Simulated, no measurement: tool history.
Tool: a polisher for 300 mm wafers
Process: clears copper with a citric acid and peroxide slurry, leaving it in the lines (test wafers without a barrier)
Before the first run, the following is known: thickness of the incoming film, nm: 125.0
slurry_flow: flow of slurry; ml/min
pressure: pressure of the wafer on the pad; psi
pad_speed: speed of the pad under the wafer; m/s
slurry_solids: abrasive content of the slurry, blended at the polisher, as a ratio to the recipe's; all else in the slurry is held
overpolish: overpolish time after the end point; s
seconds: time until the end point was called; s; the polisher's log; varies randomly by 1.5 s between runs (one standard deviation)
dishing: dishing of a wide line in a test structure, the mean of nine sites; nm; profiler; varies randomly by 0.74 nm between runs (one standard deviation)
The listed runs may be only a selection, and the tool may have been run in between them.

| run | hour | slurry_flow | pressure | pad_speed | slurry_solids | overpolish | seconds | dishing |
|---|---|---|---|---|---|---|---|---|
| 1 | 0 | 160 | 2.6 | 0.86 | 1 | 17 | 78.673 | 19.073 |
| 2 | 4.7 | 160 | 2.6 | 0.86 | 1 | 20 | 83.188 | 22.377 |
| 3 | 6.7 | 160 | 2.7 | 0.86 | 1 | 22 | 80.21 | 25.573 |
| 4 | 15.4 | 160 | 2.4 | 0.86 | 1 | 22 | 84.887 | 24.496 |
| 5 | 23 | 135 | 2.4 | 0.86 | 1 | 22 | 88.923 | 23.957 |
| 6 | 23.7 | 135 | 2.4 | 0.86 | 0.9 | 22 | 87.778 | 23.33 |
| 7 | 26.9 | 135 | 2.5 | 0.86 | 0.9 | 23 | 86.238 | 24.886 |

Expected results for the next run?
| 8 | 33.8 | 135 | 2.6 | 0.86 | 0.9 | 24 | ? | ? |

Run 8 produced seconds 84.941 s, dishing 25.583 nm.
